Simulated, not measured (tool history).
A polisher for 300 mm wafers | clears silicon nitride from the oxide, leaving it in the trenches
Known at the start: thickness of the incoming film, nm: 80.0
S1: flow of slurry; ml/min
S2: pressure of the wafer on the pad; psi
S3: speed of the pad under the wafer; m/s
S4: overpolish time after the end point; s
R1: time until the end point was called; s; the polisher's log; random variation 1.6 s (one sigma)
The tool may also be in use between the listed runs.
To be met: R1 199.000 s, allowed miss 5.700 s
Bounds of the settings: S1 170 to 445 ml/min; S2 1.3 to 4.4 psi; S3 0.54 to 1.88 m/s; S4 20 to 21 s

run,hour,S1,S2,S3,S4,R1
1,0.0,285,2.8,1.20,20,74.691
2,1.6,285,2.6,1.14,20,83.421
3,4.1,285,2.5,1.08,20,91.705
4,5.0,220,2.5,1.08,20,93.900
5,6.7,220,2.4,1.04,20,100.770
6,14.6,220,2.3,1.00,20,109.360
7,22.4,220,2.2,0.98,20,116.850
8,26.6,220,2.2,0.98,20,115.040
9,28.0,220,2.1,0.96,20,123.610
10,36.3,220,2.0,0.94,20,132.060
11,39.7,220,1.9,0.92,20,140.240
12,40.7,220,1.8,0.90,20,150.710
13,45.2,220,1.7,0.90,20,161.140
14,47.5,220,1.5,0.90,20,184.290
15,55.9,220,1.5,0.90,20,180.940

5 next moves are on the table. One of them brings every result within its allowed miss. Which?
A,64.3,245,1.4,0.88,21,?
B,64.3,270,1.3,0.86,20,?
C,64.3,170,1.3,1.04,20,?
D,64.3,200,1.4,0.94,21,?
E,64.3,245,1.5,0.88,21,?

move,R1
A,195.350
B,212.490
C,184.040
D,186.480
E,183.040
A: meets every target
B: takes the result that was furthest off past its target
C: nearer than the last run, and not there yet
D: nearer than the last run, and not there yet
E: nearer than the last run, and not there yet
Answer: A
